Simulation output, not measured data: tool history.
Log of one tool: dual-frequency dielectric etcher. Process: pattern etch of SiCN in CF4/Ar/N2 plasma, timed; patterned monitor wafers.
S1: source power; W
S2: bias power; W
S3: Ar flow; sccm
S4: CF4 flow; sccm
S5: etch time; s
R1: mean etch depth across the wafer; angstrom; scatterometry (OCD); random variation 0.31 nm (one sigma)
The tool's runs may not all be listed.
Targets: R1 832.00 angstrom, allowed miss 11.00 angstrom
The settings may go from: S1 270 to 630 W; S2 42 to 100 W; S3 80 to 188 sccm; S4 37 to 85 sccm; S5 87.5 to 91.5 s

run	day	S1	S2	S3	S4	S5	R1
1	0.000	450	71	134	61	87.5	727.61
2	0.154	450	71	134	55	87.5	712.26
3	0.183	470	71	134	55	87.5	728.65
4	0.392	490	71	134	55	87.5	750.09
5	0.688	510	71	134	55	87.5	764.21
6	0.842	510	71	146	55	87.5	754.22
7	0.971	570	71	146	55	87.5	808.52
8	1.242	580	71	146	55	87.5	817.95

Of the 4 settings listed for the next run, only one would bring every result within its allowed miss of target. Which one?
A	1.512	560	69	149	54	89.0	?
B	1.512	570	70	153	54	91.0	?
C	1.512	530	77	125	54	91.0	?
D	1.512	570	75	135	54	90.5	?

move	R1
A	794.40
B	825.00
C	849.42
D	863.34
A: further off than the last run
B: meets every target
C: takes the biggest miss from the last run beyond its target
D: takes the biggest miss from the last run beyond its target
B is the move that brings every result within its allowed miss.

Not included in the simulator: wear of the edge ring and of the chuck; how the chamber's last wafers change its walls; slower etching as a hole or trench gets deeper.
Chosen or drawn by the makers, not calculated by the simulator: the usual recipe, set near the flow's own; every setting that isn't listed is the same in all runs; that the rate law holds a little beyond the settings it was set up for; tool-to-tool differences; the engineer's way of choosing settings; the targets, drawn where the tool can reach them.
